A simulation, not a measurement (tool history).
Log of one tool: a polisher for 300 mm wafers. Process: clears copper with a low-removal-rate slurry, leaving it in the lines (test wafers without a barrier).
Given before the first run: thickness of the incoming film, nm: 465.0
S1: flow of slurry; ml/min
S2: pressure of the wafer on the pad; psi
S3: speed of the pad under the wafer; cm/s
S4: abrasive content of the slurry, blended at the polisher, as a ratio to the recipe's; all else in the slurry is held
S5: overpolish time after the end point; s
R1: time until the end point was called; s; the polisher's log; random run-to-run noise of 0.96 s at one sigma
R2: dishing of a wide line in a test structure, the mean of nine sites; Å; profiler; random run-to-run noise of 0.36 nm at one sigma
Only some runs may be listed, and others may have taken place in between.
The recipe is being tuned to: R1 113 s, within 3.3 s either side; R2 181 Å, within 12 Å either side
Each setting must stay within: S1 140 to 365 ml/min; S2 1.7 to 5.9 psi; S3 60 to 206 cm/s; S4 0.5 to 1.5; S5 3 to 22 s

| run | hour | S1 | S2 | S3 | S4 | S5 | R1 | R2 |
|---|---|---|---|---|---|---|---|---|
| 1 | 0 | 235 | 3.8 | 132 | 1 | 11 | 125.52 | 282.78 |
| 2 | 8.4 | 240 | 3.9 | 132 | 1 | 9 | 124.02 | 236.73 |
| 3 | 11.9 | 240 | 4 | 132 | 1 | 8 | 121.8 | 217.87 |
| 4 | 13.2 | 240 | 4.6 | 132 | 1 | 8 | 111.15 | 244.35 |
| 5 | 17.2 | 240 | 4.6 | 150 | 1 | 8 | 101.08 | 265.79 |
| 6 | 26.1 | 220 | 4.6 | 150 | 1 | 8 | 102.78 | 262.94 |
| 7 | 34.5 | 220 | 4.6 | 150 | 1 | 8 | 103.81 | 254.78 |
| 8 | 42.5 | 210 | 4.5 | 150 | 1 | 7 | 106.31 | 227.04 |
|  | 44.6 | worn pad replaced by a new one |
| 9 | 44.6 | 200 | 4.5 | 150 | 1 | 6 | 94.163 | 215.98 |
| 10 | 48.2 | 230 | 4.3 | 150 | 1 | 6 | 96.877 | 210.46 |
| 11 | 55.2 | 215 | 4 | 148 | 1 | 6 | 102.3 | 198.01 |
| 12 | 62.8 | 215 | 3.8 | 146 | 1 | 6 | 107.4 | 190.21 |
| 13 | 67.6 | 215 | 3.7 | 146 | 1 | 6 | 108.97 | 187.82 |

Consider the 5 candidate settings below. Which is the only one whose results all fall within their allowed miss of target?
| A | 72.4 | 250 | 3.1 | 136 | 1.1 | 8 | ? | ? |
| B | 72.4 | 235 | 3.5 | 148 | 0.9 | 5 | ? | ? |
| C | 72.4 | 205 | 3.6 | 136 | 0.95 | 5 | ? | ? |
| D | 72.4 | 195 | 3.4 | 126 | 1.4 | 8 | ? | ? |
| E | 72.4 | 235 | 3.3 | 152 | 1 | 6 | ? | ? |

| move | R1 | R2 |
|---|---|---|
| A | 122.31 | 218.09 |
| B | 112.57 | 152.21 |
| C | 117.09 | 146.68 |
| D | 117.62 | 226.47 |
| E | 112.51 | 180.64 |
A: the result that was furthest off in the last run now lies on the other side of its target
B: puts the biggest miss on target and leaves a different result outside tolerance
C: the result that was furthest off in the last run now lies on the other side of its target
D: the result that was furthest off in the last run now lies on the other side of its target
E: all results in spec
Go with E: it meets all targets.
